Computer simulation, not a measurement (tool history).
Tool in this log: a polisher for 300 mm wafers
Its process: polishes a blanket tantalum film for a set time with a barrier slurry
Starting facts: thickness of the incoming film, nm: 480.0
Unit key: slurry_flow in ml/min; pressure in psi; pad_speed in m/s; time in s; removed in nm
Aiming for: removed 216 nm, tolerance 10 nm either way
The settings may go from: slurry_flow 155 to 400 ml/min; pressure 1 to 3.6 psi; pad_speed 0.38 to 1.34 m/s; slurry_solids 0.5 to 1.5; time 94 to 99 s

run  hour  slurry_flow  pressure  pad_speed  slurry_solids  time  removed
  1     0          255       2.3       0.86              1    94   145.45
  2   5.8          255       2.3        0.7              1    94   130.32
  3  14.7          255       2.5        0.7              1    94   137.03
  4  22.9          255       2.5        0.7              1    94   138.48
  5  30.9          255       2.9        0.7              1    94   159.39
  6  35.9          255         3       0.72              1    94   169.56
  7  39.5          255       3.1       0.72              1    94   170.26
  8  40.7          255       3.2       0.74              1    94   179.41
  9  45.2          255       3.3       0.76              1    94   193.18

Below are 5 possible settings for the next run. Only one of them brings all results inside the allowed miss of their targets. Which is it?
  A  49.7          380       3.6       0.68            1.1    98        ?
  B  49.7          260       3.3        0.8           0.85    94        ?
  C  49.7          245       3.5       0.74           0.85    97        ?
  D  49.7          300       3.2       0.62           1.05    95        ?
  E  49.7          295       3.5       0.66            0.9    98        ?

move  removed
   A    216.8
   B   192.22
   C    199.1
   D   172.63
   E    194.5
A: all results in spec
B: as far off as the last run
C: closer than the last run, but not yet in spec
D: moves away from the targets compared with the last run
E: closer than the last run, but not yet in spec
So the answer is move A, the one that meets all the targets.

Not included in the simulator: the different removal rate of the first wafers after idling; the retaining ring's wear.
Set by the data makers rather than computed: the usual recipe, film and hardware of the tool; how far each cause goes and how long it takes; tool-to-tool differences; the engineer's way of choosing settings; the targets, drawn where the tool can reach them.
